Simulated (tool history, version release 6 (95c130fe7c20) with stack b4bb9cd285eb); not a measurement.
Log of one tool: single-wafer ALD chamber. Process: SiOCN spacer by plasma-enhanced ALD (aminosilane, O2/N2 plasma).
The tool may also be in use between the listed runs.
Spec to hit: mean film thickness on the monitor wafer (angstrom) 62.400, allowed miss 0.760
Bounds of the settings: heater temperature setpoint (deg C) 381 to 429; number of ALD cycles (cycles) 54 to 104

run	hour	heater temperature setpoint (deg C)	number of ALD cycles (cycles)	mean film thickness on the monitor wafer (angstrom)
1	0.0	405	79	51.514
2	9.0	405	72	47.023
3	16.2	409	72	46.543
4	21.8	418	72	45.193
5	24.7	413	76	48.449
# hour 33.7: thermocouple changed; heater temperature recalibrated
6	33.7	413	87	54.382
7	35.2	408	88	56.097
8	37.0	404	89	57.511
9	44.4	392	92	60.128
10	50.4	391	93	60.477
11	52.2	391	94	61.546

Exactly one of the 5 candidate moves below puts every result within its allowed miss. Which one?
A	54.0	391	98	?
B	54.0	388	98	?
C	54.0	394	93	?
D	54.0	392	96	?
E	54.0	388	99	?

move	mean film thickness on the monitor wafer (angstrom)
A	63.786
B	63.786
C	60.532
D	62.485
E	64.437
A: takes the result that was furthest off past its target
B: takes the result that was furthest off past its target
C: further off than the last run
D: hits every target within its allowed miss
E: takes the result that was furthest off past its target
D is the move that brings every result within its allowed miss.
